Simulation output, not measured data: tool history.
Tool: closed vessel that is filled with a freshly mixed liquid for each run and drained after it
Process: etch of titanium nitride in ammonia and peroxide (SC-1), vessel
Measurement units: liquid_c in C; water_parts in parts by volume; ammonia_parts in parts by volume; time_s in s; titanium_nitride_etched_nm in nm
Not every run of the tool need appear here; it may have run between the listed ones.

run	hour	liquid_c	water_parts	ammonia_parts	time_s	titanium_nitride_etched_nm
1	0.0	49.0	20.5	0.9	235	9.2437
2	5.1	47.5	20.5	0.9	235	8.3845
3	12.1	47.5	20.5	0.9	250	8.8933
4	15.3	47.5	15.5	0.9	250	10.3410
5	17.6	45.5	15.5	0.9	250	8.9338
6	22.5	44.0	15.5	0.9	250	8.1348
7	31.2	43.0	15.5	0.9	250	7.5186
8	36.1	42.5	15.5	0.9	250	7.2582
# hour 39.7: ammonia flow meter replaced
9	39.7	42.0	15.5	0.9	250	6.9099
10	46.3	41.5	15.5	0.9	250	6.5572

Predict the results of run 11:
11	54.7	41.5	15.5	0.9	250	?

titanium_nitride_etched_nm: 6.6440 nm

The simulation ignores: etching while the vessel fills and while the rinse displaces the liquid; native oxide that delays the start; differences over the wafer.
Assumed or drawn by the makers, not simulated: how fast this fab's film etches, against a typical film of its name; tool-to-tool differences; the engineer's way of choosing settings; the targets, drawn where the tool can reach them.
